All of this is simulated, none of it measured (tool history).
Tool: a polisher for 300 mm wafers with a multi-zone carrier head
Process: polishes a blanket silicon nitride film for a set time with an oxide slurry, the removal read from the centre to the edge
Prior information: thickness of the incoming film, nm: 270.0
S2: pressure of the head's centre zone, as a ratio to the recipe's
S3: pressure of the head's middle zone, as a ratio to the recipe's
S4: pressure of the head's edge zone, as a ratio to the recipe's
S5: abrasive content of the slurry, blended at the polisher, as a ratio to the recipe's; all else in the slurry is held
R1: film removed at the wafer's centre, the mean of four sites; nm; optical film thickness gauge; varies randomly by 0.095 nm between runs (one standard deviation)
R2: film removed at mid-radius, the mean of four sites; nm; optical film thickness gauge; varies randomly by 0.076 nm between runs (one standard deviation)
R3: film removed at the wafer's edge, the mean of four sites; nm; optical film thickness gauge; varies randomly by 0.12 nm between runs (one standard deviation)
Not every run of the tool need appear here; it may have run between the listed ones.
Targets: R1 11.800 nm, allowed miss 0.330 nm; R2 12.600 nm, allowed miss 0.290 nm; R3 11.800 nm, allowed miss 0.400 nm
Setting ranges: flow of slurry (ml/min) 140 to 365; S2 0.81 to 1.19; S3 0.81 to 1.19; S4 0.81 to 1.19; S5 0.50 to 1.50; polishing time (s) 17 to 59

Run 1, hour 0.0: flow of slurry (ml/min) 235, S2 1.00, S3 1.00, S4 1.00, S5 1.00, polishing time (s) 38. Result: R1 24.755 nm, R2 25.905 nm, R3 25.835 nm.
Run 2, hour 8.6: flow of slurry (ml/min) 235, S2 0.99, S3 1.00, S4 0.98, S5 0.95, polishing time (s) 36. Result: R1 22.738 nm, R2 24.109 nm, R3 23.791 nm.
Run 3, hour 11.8: flow of slurry (ml/min) 285, S2 0.99, S3 1.00, S4 0.98, S5 0.95, polishing time (s) 36. Result: R1 23.513 nm, R2 24.071 nm, R3 24.372 nm.
Run 4, hour 19.1: flow of slurry (ml/min) 285, S2 0.99, S3 1.00, S4 0.98, S5 0.85, polishing time (s) 36. Result: R1 22.066 nm, R2 22.626 nm, R3 22.808 nm.
Run 5, hour 24.7: flow of slurry (ml/min) 285, S2 1.03, S3 1.00, S4 0.98, S5 0.85, polishing time (s) 36. Result: R1 23.010 nm, R2 22.876 nm, R3 22.690 nm.
Run 6, hour 29.3: flow of slurry (ml/min) 285, S2 1.03, S3 0.92, S4 0.98, S5 0.85, polishing time (s) 36. Result: R1 22.778 nm, R2 21.431 nm, R3 22.570 nm.
Run 7, hour 38.0: flow of slurry (ml/min) 250, S2 0.93, S3 0.97, S4 0.88, S5 0.60, polishing time (s) 26. Result: R1 12.006 nm, R2 12.848 nm, R3 12.925 nm.
Run 8, hour 44.1: flow of slurry (ml/min) 245, S2 0.93, S3 0.98, S4 0.87, S5 0.60, polishing time (s) 26. Result: R1 11.936 nm, R2 13.008 nm, R3 12.722 nm.
Run 9, hour 49.6: flow of slurry (ml/min) 210, S2 0.96, S3 0.98, S4 0.81, S5 0.55, polishing time (s) 26. Result: R1 11.474 nm, R2 12.036 nm, R3 11.548 nm.
Run 10, hour 50.2: flow of slurry (ml/min) 215, S2 0.96, S3 0.98, S4 0.81, S5 0.55, polishing time (s) 26. Result: R1 11.351 nm, R2 11.952 nm, R3 11.309 nm.
Run 11, hour 54.0: flow of slurry (ml/min) 220, S2 0.96, S3 0.98, S4 0.81, S5 0.55, polishing time (s) 26. Result: R1 11.510 nm, R2 12.111 nm, R3 11.421 nm.
Run 12, hour 57.0: flow of slurry (ml/min) 225, S2 0.96, S3 0.98, S4 0.81, S5 0.55, polishing time (s) 26. Result: R1 11.515 nm, R2 12.118 nm, R3 11.839 nm.
Run 13, hour 62.8: flow of slurry (ml/min) 225, S2 0.96, S3 0.99, S4 0.81, S5 0.55, polishing time (s) 26. Result: R1 11.634 nm, R2 12.366 nm, R3 11.414 nm.

Exercise: of the 5 proposed moves below, exactly one satisfies all targets within the stated allowed misses. Which move is it?
Run A, hour 68.6: flow of slurry (ml/min) 235, S2 1.01, S3 1.08, S4 0.81, S5 0.55, polishing time (s) 24. Result: R1 ?, R2 ?, R3 ?.
Run B, hour 68.6: flow of slurry (ml/min) 205, S2 0.96, S3 1.00, S4 0.81, S5 0.55, polishing time (s) 27. Result: R1 ?, R2 ?, R3 ?.
Run C, hour 68.6: flow of slurry (ml/min) 300, S2 1.02, S3 1.04, S4 0.83, S5 0.55, polishing time (s) 24. Result: R1 ?, R2 ?, R3 ?.
Run D, hour 68.6: flow of slurry (ml/min) 250, S2 1.02, S3 1.05, S4 0.81, S5 0.65, polishing time (s) 22. Result: R1 ?, R2 ?, R3 ?.
Run E, hour 68.6: flow of slurry (ml/min) 350, S2 0.97, S3 1.07, S4 0.81, S5 0.50, polishing time (s) 26. Result: R1 ?, R2 ?, R3 ?.

move      R1      R2      R3
   A  11.345  12.322  10.817
   B  11.907  12.783  12.038
   C  11.772  12.229  11.115
   D  11.813  12.395  11.132
   E  11.498  12.857  11.273
A: its largest miss is bigger than the last run's
B: hits every target within its allowed miss
C: its largest miss is bigger than the last run's
D: its largest miss is bigger than the last run's
E: its largest miss is bigger than the last run's
The move that meets every target is B.
